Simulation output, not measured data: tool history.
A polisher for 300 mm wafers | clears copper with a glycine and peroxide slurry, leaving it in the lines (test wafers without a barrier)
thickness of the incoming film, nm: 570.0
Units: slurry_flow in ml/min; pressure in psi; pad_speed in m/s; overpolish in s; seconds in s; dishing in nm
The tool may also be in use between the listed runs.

run 1 day=0 | slurry_flow=305 pressure=3.3 pad_speed=0.84 overpolish=23 | seconds=99.994 dishing=78.784
run 2 day=0.338 | slurry_flow=275 pressure=3.3 pad_speed=0.84 overpolish=23 | seconds=101.41 dishing=75.46
run 3 day=0.688 | slurry_flow=285 pressure=3.3 pad_speed=0.84 overpolish=24 | seconds=101.52 dishing=77.648
run 4 day=0.821 | slurry_flow=285 pressure=3.3 pad_speed=0.98 overpolish=24 | seconds=89.631 dishing=83.654
run 5 day=1.071 | slurry_flow=285 pressure=3.3 pad_speed=1.1 overpolish=24 | seconds=80.815 dishing=92.154
run 6 day=1.338 | slurry_flow=285 pressure=2.5 pad_speed=1.1 overpolish=24 | seconds=98.854 dishing=77.752
run 7 day=1.662 | slurry_flow=290 pressure=2.5 pad_speed=1.1 overpolish=25 | seconds=100.87 dishing=78.497
run 8 day=1.721 | slurry_flow=290 pressure=2.5 pad_speed=1.1 overpolish=26 | seconds=98.594 dishing=81.613
run 9 day=1.812 | slurry_flow=290 pressure=2.5 pad_speed=1.1 overpolish=27 | seconds=99.625 dishing=85.428
run 10 day=1.846 | slurry_flow=290 pressure=2.5 pad_speed=1.1 overpolish=28 | seconds=99.406 dishing=87.733
run 11 day=2.079 | slurry_flow=290 pressure=2.5 pad_speed=1.1 overpolish=29 | seconds=100.23 dishing=86.62

Forecast run 12:
run 12 day=2.171 | slurry_flow=290 pressure=2.5 pad_speed=1.1 overpolish=30 | seconds=? dishing=?

Run 12 gave seconds 100.59 s, dishing 88.694 nm.
